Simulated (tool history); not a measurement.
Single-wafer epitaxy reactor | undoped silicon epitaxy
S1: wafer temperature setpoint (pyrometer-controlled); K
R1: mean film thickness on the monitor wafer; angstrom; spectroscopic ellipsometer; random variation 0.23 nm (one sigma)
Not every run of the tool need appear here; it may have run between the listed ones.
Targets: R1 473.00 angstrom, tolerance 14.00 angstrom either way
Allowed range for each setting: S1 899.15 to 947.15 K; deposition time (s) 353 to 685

Run 1, day 0.000: S1 923.15 K, deposition time (s) 519. Result: R1 789.83 angstrom.
Run 2, day 0.275: S1 923.15 K, deposition time (s) 467. Result: R1 714.68 angstrom.
Run 3, day 0.621: S1 931.15 K, deposition time (s) 467. Result: R1 857.60 angstrom.
Run 4, day 0.704: S1 927.15 K, deposition time (s) 465. Result: R1 777.30 angstrom.
Run 5, day 0.750: S1 927.15 K, deposition time (s) 410. Result: R1 687.94 angstrom.
Run 6, day 1.029: S1 927.15 K, deposition time (s) 465. Result: R1 775.66 angstrom.
Run 7, day 1.183: S1 924.15 K, deposition time (s) 464. Result: R1 727.06 angstrom.
Run 8, day 1.442: S1 921.15 K, deposition time (s) 463. Result: R1 668.47 angstrom.
Run 9, day 1.725: S1 919.15 K, deposition time (s) 462. Result: R1 636.27 angstrom.
Run 10, day 1.921: S1 917.15 K, deposition time (s) 461. Result: R1 607.24 angstrom.
Run 11, day 2.112: S1 916.15 K, deposition time (s) 460. Result: R1 585.65 angstrom.
Run 12, day 2.288: S1 915.15 K, deposition time (s) 460. Result: R1 569.07 angstrom.
Run 13, day 2.412: S1 914.15 K, deposition time (s) 460. Result: R1 558.56 angstrom.
Run 14, day 2.608: S1 913.15 K, deposition time (s) 460. Result: R1 542.81 angstrom.
Run 15, day 2.946: S1 912.15 K, deposition time (s) 460. Result: R1 532.44 angstrom.
Run 16, day 3.242: S1 911.15 K, deposition time (s) 460. Result: R1 517.48 angstrom.
Run 17, day 3.267: S1 906.15 K, deposition time (s) 458. Result: R1 455.59 angstrom.
Run 18, day 3.462: S1 906.15 K, deposition time (s) 458. Result: R1 456.91 angstrom.
Run 19, day 3.829: S1 906.15 K, deposition time (s) 458. Result: R1 456.26 angstrom.

Below are 4 possible settings for the next run. Only one of them brings all results inside the allowed miss of their targets. Which is it?
Run A, day 4.196: S1 915.15 K, deposition time (s) 353. Result: R1 ?.
Run B, day 4.196: S1 906.15 K, deposition time (s) 440. Result: R1 ?.
Run C, day 4.196: S1 909.15 K, deposition time (s) 443. Result: R1 ?.
Run D, day 4.196: S1 908.15 K, deposition time (s) 425. Result: R1 ?.

move      R1
   A  437.68
   B  433.19
   C  471.26
   D  440.62
A: further off than the last run
B: further off than the last run
C: every result within its allowed miss
D: further off than the last run
Answer: C
